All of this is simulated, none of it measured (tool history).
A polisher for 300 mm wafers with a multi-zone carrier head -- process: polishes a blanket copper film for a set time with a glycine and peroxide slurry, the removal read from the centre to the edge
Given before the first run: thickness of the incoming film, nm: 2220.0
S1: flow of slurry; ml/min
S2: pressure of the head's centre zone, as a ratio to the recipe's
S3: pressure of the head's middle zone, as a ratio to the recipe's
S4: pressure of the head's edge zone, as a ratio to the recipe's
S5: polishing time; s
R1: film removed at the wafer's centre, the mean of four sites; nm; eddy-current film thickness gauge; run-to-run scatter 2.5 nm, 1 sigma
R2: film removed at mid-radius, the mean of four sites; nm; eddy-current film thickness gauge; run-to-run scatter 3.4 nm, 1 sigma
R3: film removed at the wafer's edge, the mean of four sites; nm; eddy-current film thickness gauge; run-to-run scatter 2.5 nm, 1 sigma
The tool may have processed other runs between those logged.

{"run": 1, "day": 0.0, "S1": 175, "S2": 1.0, "S3": 1.0, "S4": 1.0, "S5": 55, "R1": 264.25, "R2": 272.45, "R3": 263.61}
{"run": 2, "day": 0.329, "S1": 185, "S2": 0.97, "S3": 1.0, "S4": 1.06, "S5": 58, "R1": 274.82, "R2": 289.88, "R3": 288.69}
{"run": 3, "day": 0.429, "S1": 195, "S2": 0.94, "S3": 1.0, "S4": 1.1, "S5": 60, "R1": 279.03, "R2": 303.47, "R3": 305.34}
{"run": 4, "day": 0.508, "S1": 195, "S2": 0.94, "S3": 1.0, "S4": 1.16, "S5": 60, "R1": 276.21, "R2": 307.14, "R3": 317.62}
{"run": 5, "day": 0.817, "S1": 205, "S2": 0.93, "S3": 1.0, "S4": 1.17, "S5": 61, "R1": 274.65, "R2": 309.31, "R3": 320.51}
{"run": 6, "day": 0.996, "S1": 205, "S2": 0.93, "S3": 0.96, "S4": 1.17, "S5": 61, "R1": 279.39, "R2": 301.67, "R3": 320.53}

Run 7, settings as shown, results not yet in. Your forecast:
{"run": 7, "day": 1.262, "S1": 205, "S2": 0.92, "S3": 0.97, "S4": 1.18, "S5": 62, "R1": "?", "R2": "?", "R3": "?"}

For run 7 the tool returned R1 280.97 nm, R2 312.84 nm, R3 328.84 nm.
